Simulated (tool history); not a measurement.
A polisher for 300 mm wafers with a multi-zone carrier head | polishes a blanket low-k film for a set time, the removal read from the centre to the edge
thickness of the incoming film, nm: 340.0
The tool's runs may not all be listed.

run	day	flow of slurry (ml/min)	pressure of the head's centre zone	pressure of the head's middle zone	pressure of the head's edge zone	abrasive content of the slurry	polishing time (s)	film removed at the wafer's centre (angstrom)	film removed at mid-radius (angstrom)	film removed at the wafer's edge (angstrom)
1	0.000	145	1.00	1.00	1.00	1.00	41	223.27	228.87	211.96
2	0.188	145	0.99	0.99	1.02	1.05	41	229.05	230.83	227.22
3	0.300	145	0.99	1.07	1.02	1.05	41	227.16	247.28	225.53
4	0.533	145	0.99	1.07	0.97	1.05	41	228.09	243.69	222.37
5	0.612	145	0.98	1.05	0.99	1.10	41	238.32	247.02	227.44
6	0.821	145	0.98	1.05	0.99	1.20	41	244.09	254.98	236.73
7	0.867	145	0.97	1.03	1.01	1.25	41	251.93	260.67	247.93
8	1.175	150	0.96	1.01	1.03	1.25	41	248.55	259.32	256.10
9	1.358	155	0.96	1.00	1.05	1.25	41	250.07	256.30	255.56
10	1.725	155	0.96	0.99	1.06	1.30	41	256.40	255.68	261.00
11	1.896	160	0.95	0.99	1.07	1.30	41	255.45	261.19	259.43
12	2.242	155	0.95	0.99	1.08	1.30	41	256.89	259.91	266.51
13	2.567	155	0.95	0.99	1.09	1.30	41	249.28	261.11	265.46
# day 2.683: edge zone pressure recalibrated
14	2.683	155	0.95	0.98	1.10	1.30	41	248.46	254.86	276.48
15	2.758	155	0.95	0.98	1.11	1.30	41	253.47	251.58	279.45
16	2.933	155	0.95	0.99	1.12	1.30	41	254.57	258.24	285.11
17	3.204	155	0.95	0.99	1.12	1.30	41	252.69	263.69	284.80
18	3.483	155	0.96	0.99	1.13	1.30	41	256.79	259.66	279.10

Run 19, settings as shown, results not yet in. Your forecast:
19	3.629	155	0.96	0.99	1.13	1.30	41	?	?	?

film removed at the wafer's centre (angstrom): 255.38
film removed at mid-radius (angstrom): 266.16
film removed at the wafer's edge (angstrom): 285.02
